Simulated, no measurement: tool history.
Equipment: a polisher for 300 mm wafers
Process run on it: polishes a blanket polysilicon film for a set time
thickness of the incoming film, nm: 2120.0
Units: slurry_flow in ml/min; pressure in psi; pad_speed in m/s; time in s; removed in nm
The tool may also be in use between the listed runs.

run	hour	slurry_flow	pressure	pad_speed	time	removed
1	0.0	160	2.0	0.84	23	136.83
2	4.8	160	2.2	0.84	23	154.46
3	5.4	160	2.3	0.84	23	156.41
4	6.3	160	2.4	0.86	23	167.48
5	10.7	160	2.5	0.88	23	182.28
6	14.2	160	2.6	0.88	23	189.59

Run 7 has not been measured yet. What should we expect?
7	23.0	160	2.7	0.88	23	?

Run 7 yielded removed 188.59 nm.

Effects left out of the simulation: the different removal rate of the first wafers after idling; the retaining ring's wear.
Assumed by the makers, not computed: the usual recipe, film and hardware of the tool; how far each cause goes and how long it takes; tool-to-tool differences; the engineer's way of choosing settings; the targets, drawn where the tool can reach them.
